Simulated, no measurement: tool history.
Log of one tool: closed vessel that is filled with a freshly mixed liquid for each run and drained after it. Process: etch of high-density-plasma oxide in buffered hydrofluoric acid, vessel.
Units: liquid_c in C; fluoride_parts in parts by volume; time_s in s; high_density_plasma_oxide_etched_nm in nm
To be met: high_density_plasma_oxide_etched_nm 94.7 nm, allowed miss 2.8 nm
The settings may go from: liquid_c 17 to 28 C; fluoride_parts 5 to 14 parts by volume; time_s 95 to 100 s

| run | day | liquid_c | fluoride_parts | time_s | high_density_plasma_oxide_etched_nm |
|---|---|---|---|---|---|
| 1 | 0 | 20 | 8.5 | 95 | 164.53 |
| 2 | 0.296 | 20 | 8.5 | 100 | 171.66 |
| 3 | 0.525 | 20 | 8.5 | 95 | 166.25 |
| 4 | 0.65 | 19.5 | 9 | 95 | 150.4 |
| 5 | 0.908 | 19 | 9.5 | 95 | 142.41 |
| 6 | 1.175 | 18.5 | 10 | 95 | 131.75 |
| 7 | 1.308 | 18.5 | 10.5 | 95 | 126.91 |
| 8 | 1.621 | 18.5 | 11 | 95 | 122.26 |
| 9 | 1.996 | 18.5 | 11.5 | 95 | 117.39 |
| 10 | 2.062 | 18.5 | 12 | 95 | 110.67 |

4 next moves are on the table. One of them brings every result within its allowed miss. Which?
| A | 2.129 | 18.5 | 10 | 100 | ? |
| B | 2.129 | 17.5 | 14 | 100 | ? |
| C | 2.129 | 17 | 10.5 | 95 | ? |
| D | 2.129 | 20 | 12.5 | 100 | ? |

| move | high_density_plasma_oxide_etched_nm |
|---|---|
| A | 139.66 |
| B | 94.949 |
| C | 116.18 |
| D | 122.22 |
A: further off than the last run
B: meets every target
C: further off than the last run
D: further off than the last run
Move B is the one to make.

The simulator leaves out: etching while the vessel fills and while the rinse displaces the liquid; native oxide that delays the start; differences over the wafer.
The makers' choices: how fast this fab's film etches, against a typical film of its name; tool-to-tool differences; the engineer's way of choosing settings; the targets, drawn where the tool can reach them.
